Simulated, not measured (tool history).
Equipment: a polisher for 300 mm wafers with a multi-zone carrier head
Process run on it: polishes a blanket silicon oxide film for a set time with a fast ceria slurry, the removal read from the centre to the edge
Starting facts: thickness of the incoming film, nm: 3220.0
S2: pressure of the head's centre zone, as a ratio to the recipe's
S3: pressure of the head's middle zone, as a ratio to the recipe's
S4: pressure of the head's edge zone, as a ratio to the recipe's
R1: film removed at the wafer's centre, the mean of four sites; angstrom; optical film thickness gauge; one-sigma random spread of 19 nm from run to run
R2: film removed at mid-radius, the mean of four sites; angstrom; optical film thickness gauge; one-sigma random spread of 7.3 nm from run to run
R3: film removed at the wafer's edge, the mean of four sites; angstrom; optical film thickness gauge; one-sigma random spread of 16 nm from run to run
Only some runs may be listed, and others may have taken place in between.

Run 1, hour 0: flow of slurry (ml/min) 220, S2 1, S3 1, S4 1, polishing time (s) 66. Result: R1 10113 angstrom, R2 10102 angstrom, R3 10607 angstrom.
Run 2, hour 3.8: flow of slurry (ml/min) 220, S2 1.03, S3 1, S4 1, polishing time (s) 66. Result: R1 10588 angstrom, R2 10131 angstrom, R3 10335 angstrom.
Run 3, hour 8.6: flow of slurry (ml/min) 180, S2 1.03, S3 1, S4 1, polishing time (s) 66. Result: R1 10062 angstrom, R2 9881.5 angstrom, R3 10207 angstrom.
Run 4, hour 16.4: flow of slurry (ml/min) 180, S2 0.96, S3 1, S4 1, polishing time (s) 66. Result: R1 9572 angstrom, R2 9801 angstrom, R3 10474 angstrom.
Run 5, hour 17.9: flow of slurry (ml/min) 180, S2 0.96, S3 1, S4 1.05, polishing time (s) 66. Result: R1 9541.9 angstrom, R2 9690.6 angstrom, R3 10354 angstrom.
Run 6, hour 22.2: flow of slurry (ml/min) 190, S2 0.96, S3 0.98, S4 1.05, polishing time (s) 69. Result: R1 10013 angstrom, R2 10160 angstrom, R3 11115 angstrom.
Run 7, hour 25.3: flow of slurry (ml/min) 250, S2 1.06, S3 0.95, S4 1.15, polishing time (s) 75. Result: R1 12382 angstrom, R2 11157 angstrom, R3 13113 angstrom.
Run 8, hour 27.3: flow of slurry (ml/min) 255, S2 1.06, S3 0.95, S4 1.16, polishing time (s) 75. Result: R1 12278 angstrom, R2 11146 angstrom, R3 13252 angstrom.
At hour 33.8: edge zone pressure recalibrated.
Run 9, hour 33.8: flow of slurry (ml/min) 295, S2 1.09, S3 0.96, S4 1.19, polishing time (s) 77. Result: R1 13828 angstrom, R2 11704 angstrom, R3 13352 angstrom.
Run 10, hour 37.3: flow of slurry (ml/min) 290, S2 1.09, S3 0.96, S4 1.19, polishing time (s) 77. Result: R1 13112 angstrom, R2 11689 angstrom, R3 13018 angstrom.
Run 11, hour 44.1: flow of slurry (ml/min) 285, S2 1.09, S3 0.96, S4 1.19, polishing time (s) 77. Result: R1 13592 angstrom, R2 11732 angstrom, R3 12924 angstrom.
Run 12, hour 49: flow of slurry (ml/min) 280, S2 1.08, S3 0.95, S4 1.19, polishing time (s) 77. Result: R1 13165 angstrom, R2 11611 angstrom, R3 13204 angstrom.

The next listed run, before its measurement:
Run 13, hour 51.7: flow of slurry (ml/min) 275, S2 1.08, S3 0.95, S4 1.19, polishing time (s) 77. Result: R1 ?, R2 ?, R3 ?.

R1: 13556 angstrom
R2: 11541 angstrom
R3: 12959 angstrom
